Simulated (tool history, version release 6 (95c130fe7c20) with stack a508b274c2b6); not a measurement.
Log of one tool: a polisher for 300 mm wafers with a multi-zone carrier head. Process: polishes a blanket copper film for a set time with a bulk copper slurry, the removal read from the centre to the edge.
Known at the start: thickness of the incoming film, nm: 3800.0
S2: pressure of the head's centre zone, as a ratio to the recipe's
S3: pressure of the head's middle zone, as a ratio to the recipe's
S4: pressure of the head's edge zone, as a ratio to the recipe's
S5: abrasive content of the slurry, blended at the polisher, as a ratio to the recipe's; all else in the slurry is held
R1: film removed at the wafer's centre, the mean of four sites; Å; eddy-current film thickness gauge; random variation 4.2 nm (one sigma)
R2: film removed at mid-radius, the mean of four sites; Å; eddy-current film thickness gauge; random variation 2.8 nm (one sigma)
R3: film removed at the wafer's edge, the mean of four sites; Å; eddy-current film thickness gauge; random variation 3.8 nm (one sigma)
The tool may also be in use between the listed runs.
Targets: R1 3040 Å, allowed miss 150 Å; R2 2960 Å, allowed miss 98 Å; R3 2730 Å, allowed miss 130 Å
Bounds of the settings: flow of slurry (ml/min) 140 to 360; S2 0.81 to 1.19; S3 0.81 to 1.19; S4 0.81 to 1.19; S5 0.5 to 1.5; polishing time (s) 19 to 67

run 1 hour=0 | flow_of_slurry_(ml/min)=230 S2=1 S3=1 S4=1 S5=1 polishing_time_(s)=43 | R1=3312.8 R2=3194.8 R3=3266.8
run 2 hour=5.6 | flow_of_slurry_(ml/min)=230 S2=1.05 S3=1 S4=1 S5=1 polishing_time_(s)=43 | R1=3506.8 R2=3175.4 R3=3420.5
run 3 hour=10.4 | flow_of_slurry_(ml/min)=235 S2=1.04 S3=1 S4=0.96 S5=0.95 polishing_time_(s)=43 | R1=3369 R2=3169.5 R3=3200.9
run 4 hour=18.9 | flow_of_slurry_(ml/min)=235 S2=1.04 S3=1 S4=0.96 S5=0.75 polishing_time_(s)=43 | R1=3193.6 R2=2937 R3=2981.6
run 5 hour=22.9 | flow_of_slurry_(ml/min)=235 S2=1.04 S3=1 S4=1.04 S5=0.75 polishing_time_(s)=43 | R1=3209.9 R2=2918.8 R3=3055.8
run 6 hour=24.7 | flow_of_slurry_(ml/min)=215 S2=1.04 S3=1 S4=1.04 S5=0.75 polishing_time_(s)=43 | R1=3160.3 R2=2950.8 R3=3071.7
run 7 hour=28.3 | flow_of_slurry_(ml/min)=220 S2=1.04 S3=1.01 S4=1.02 S5=0.7 polishing_time_(s)=43 | R1=3136.8 R2=2888.4 R3=3019.9
run 8 hour=30.5 | flow_of_slurry_(ml/min)=235 S2=1.03 S3=1.02 S4=0.99 S5=0.7 polishing_time_(s)=43 | R1=3108.1 R2=2941.3 R3=2960.1
-- hour=33.9 slurry nozzle cleaned
run 9 hour=33.9 | flow_of_slurry_(ml/min)=240 S2=1.03 S3=1.03 S4=0.97 S5=0.7 polishing_time_(s)=43 | R1=3159.5 R2=3020.1 R3=3009.8
run 10 hour=39.6 | flow_of_slurry_(ml/min)=240 S2=1.03 S3=1.03 S4=0.94 S5=0.65 polishing_time_(s)=43 | R1=3055.7 R2=2984.7 R3=2863
run 11 hour=48.5 | flow_of_slurry_(ml/min)=240 S2=1.03 S3=1.03 S4=0.93 S5=0.65 polishing_time_(s)=43 | R1=3100.6 R2=2922.1 R3=2854
run 12 hour=53 | flow_of_slurry_(ml/min)=240 S2=1.03 S3=1.03 S4=0.93 S5=0.65 polishing_time_(s)=43 | R1=3170.7 R2=3002.9 R3=2830
run 13 hour=55.3 | flow_of_slurry_(ml/min)=240 S2=1.02 S3=1.03 S4=0.93 S5=0.65 polishing_time_(s)=43 | R1=3179.2 R2=2954.5 R3=2869.8

Which of these 4 next moves meets every target?
run A hour=57.6 | flow_of_slurry_(ml/min)=255 S2=1.13 S3=1.04 S4=0.86 S5=0.5 polishing_time_(s)=47 | R1=? R2=? R3=?
run B hour=57.6 | flow_of_slurry_(ml/min)=285 S2=1.01 S3=1.04 S4=0.84 S5=0.6 polishing_time_(s)=43 | R1=? R2=? R3=?
run C hour=57.6 | flow_of_slurry_(ml/min)=260 S2=1.06 S3=0.95 S4=0.93 S5=0.95 polishing_time_(s)=39 | R1=? R2=? R3=?
run D hour=57.6 | flow_of_slurry_(ml/min)=280 S2=0.94 S3=0.94 S4=0.91 S5=0.6 polishing_time_(s)=46 | R1=? R2=? R3=?

move=A R1=3403.1 R2=2982.9 R3=2771
move=B R1=3013.7 R2=2956.3 R3=2710.2
move=C R1=3287.1 R2=2848.9 R3=2955
move=D R1=2991 R2=2900 R3=2999.2
A: brings the result that was furthest off to its target, and leaves another outside
B: meets every target
C: further off than the last run
D: further off than the last run
Move B is the one to make.
